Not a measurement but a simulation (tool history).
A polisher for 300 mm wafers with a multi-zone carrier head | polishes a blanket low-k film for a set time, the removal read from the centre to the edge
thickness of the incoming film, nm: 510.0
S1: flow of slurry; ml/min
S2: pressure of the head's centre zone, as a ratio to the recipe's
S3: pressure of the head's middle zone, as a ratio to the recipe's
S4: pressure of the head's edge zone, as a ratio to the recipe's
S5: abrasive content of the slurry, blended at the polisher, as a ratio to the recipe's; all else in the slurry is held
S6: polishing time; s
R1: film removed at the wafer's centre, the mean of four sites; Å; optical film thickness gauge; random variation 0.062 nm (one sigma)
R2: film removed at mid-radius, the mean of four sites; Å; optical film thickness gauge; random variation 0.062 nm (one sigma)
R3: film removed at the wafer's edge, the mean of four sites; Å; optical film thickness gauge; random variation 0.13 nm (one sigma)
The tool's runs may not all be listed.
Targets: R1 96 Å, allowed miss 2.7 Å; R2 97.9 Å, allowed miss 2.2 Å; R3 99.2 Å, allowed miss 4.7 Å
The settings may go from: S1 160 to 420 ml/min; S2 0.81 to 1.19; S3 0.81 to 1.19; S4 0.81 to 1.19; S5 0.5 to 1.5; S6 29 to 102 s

Run 1, hour 0: S1 270 ml/min, S2 1, S3 1, S4 1, S5 1, S6 65 s. Result: R1 175.8 Å, R2 173.35 Å, R3 179.98 Å.
Run 2, hour 4.5: S1 270 ml/min, S2 1, S3 1, S4 1, S5 1, S6 75 s. Result: R1 205.08 Å, R2 201.04 Å, R3 206.39 Å.
Run 3, hour 7: S1 270 ml/min, S2 1, S3 0.93, S4 1, S5 1, S6 75 s. Result: R1 200.89 Å, R2 187.18 Å, R3 208.01 Å.
Run 4, hour 12.1: S1 270 ml/min, S2 0.98, S3 0.93, S4 0.96, S5 0.9, S6 68 s. Result: R1 172.37 Å, R2 163.5 Å, R3 177.8 Å.
Run 5, hour 13.2: S1 270 ml/min, S2 0.98, S3 0.93, S4 0.96, S5 0.9, S6 59 s. Result: R1 150.87 Å, R2 142.75 Å, R3 152.66 Å.
Run 6, hour 13.9: S1 335 ml/min, S2 0.98, S3 0.93, S4 0.96, S5 0.9, S6 59 s. Result: R1 152.77 Å, R2 145.32 Å, R3 160.15 Å.
Run 7, hour 21.5: S1 305 ml/min, S2 0.95, S3 0.92, S4 0.92, S5 0.8, S6 56 s. Result: R1 133.37 Å, R2 129.87 Å, R3 138.83 Å.
Run 8, hour 24.8: S1 280 ml/min, S2 0.93, S3 0.91, S4 0.89, S5 0.75, S6 55 s. Result: R1 123.98 Å, R2 121.7 Å, R3 131.31 Å.
Run 9, hour 33.1: S1 260 ml/min, S2 0.92, S3 0.92, S4 0.87, S5 0.7, S6 54 s. Result: R1 115.76 Å, R2 117.24 Å, R3 121.7 Å.
Run 10, hour 34.5: S1 240 ml/min, S2 0.92, S3 0.91, S4 0.86, S5 0.65, S6 54 s. Result: R1 112.51 Å, R2 110.47 Å, R3 117.92 Å.
Run 11, hour 40.7: S1 230 ml/min, S2 0.92, S3 0.92, S4 0.85, S5 0.6, S6 53 s. Result: R1 106.13 Å, R2 105.69 Å, R3 107.79 Å.
Run 12, hour 42.4: S1 215 ml/min, S2 0.91, S3 0.92, S4 0.84, S5 0.6, S6 53 s. Result: R1 101.7 Å, R2 104.18 Å, R3 108.03 Å.
Run 13, hour 51.4: S1 205 ml/min, S2 0.91, S3 0.92, S4 0.83, S5 0.6, S6 53 s. Result: R1 103.15 Å, R2 104.93 Å, R3 105.59 Å.
Run 14, hour 56.5: S1 175 ml/min, S2 0.87, S3 0.88, S4 0.81, S5 0.5, S6 53 s. Result: R1 87.423 Å, R2 91.261 Å, R3 97.344 Å.

4 next moves are on the table. One of them brings every result within its allowed miss. Which?
Run A, hour 61.6: S1 165 ml/min, S2 0.95, S3 0.9, S4 0.81, S5 0.5, S6 54 s. Result: R1 ?, R2 ?, R3 ?.
Run B, hour 61.6: S1 240 ml/min, S2 0.92, S3 0.93, S4 0.83, S5 0.6, S6 48 s. Result: R1 ?, R2 ?, R3 ?.
Run C, hour 61.6: S1 175 ml/min, S2 0.88, S3 0.82, S4 0.84, S5 0.5, S6 51 s. Result: R1 ?, R2 ?, R3 ?.
Run D, hour 61.6: S1 165 ml/min, S2 0.81, S3 0.96, S4 0.82, S5 0.55, S6 54 s. Result: R1 ?, R2 ?, R3 ?.

move      R1      R2      R3
   A  95.652  92.803  96.654
   B  95.335  97.395  98.022
   C  84.743  82.208  93.678
   D  84.703  101.89  100.94
A: brings the result that was furthest off to its target, and leaves another outside
B: meets every target
C: further off than the last run
D: further off than the last run
Answer: B

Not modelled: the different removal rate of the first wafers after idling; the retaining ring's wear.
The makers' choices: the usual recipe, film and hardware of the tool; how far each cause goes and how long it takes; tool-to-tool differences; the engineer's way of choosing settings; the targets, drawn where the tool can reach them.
